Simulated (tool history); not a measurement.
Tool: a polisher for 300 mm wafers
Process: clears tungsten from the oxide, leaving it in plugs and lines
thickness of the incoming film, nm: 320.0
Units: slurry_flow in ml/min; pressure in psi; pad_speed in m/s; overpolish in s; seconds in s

| run | hour | slurry_flow | pressure | pad_speed | slurry_solids | overpolish | seconds |
|---|---|---|---|---|---|---|---|
| 1 | 0.0 | 170 | 4.6 | 0.84 | 1.0 | 10 | 57.251 |
| 2 | 3.1 | 170 | 4.2 | 0.82 | 1.0 | 10 | 66.884 |
| 3 | 11.7 | 170 | 4.2 | 0.82 | 1.0 | 10 | 63.462 |
| 4 | 12.8 | 170 | 3.8 | 0.80 | 1.0 | 10 | 72.969 |
| 5 | 15.8 | 170 | 3.5 | 0.80 | 1.0 | 10 | 80.079 |
| 6 | 17.9 | 170 | 3.5 | 0.80 | 1.0 | 8 | 79.630 |
| 7 | 19.6 | 170 | 3.3 | 0.80 | 1.0 | 8 | 83.747 |
| 8 | 25.8 | 170 | 3.1 | 0.80 | 1.0 | 8 | 88.854 |
| 9 | 30.2 | 170 | 3.0 | 0.80 | 1.0 | 8 | 94.569 |

Run 10 comes next. What will it give?
| 10 | 34.9 | 170 | 2.9 | 0.80 | 1.0 | 8 | ? |

seconds: 95.461 s
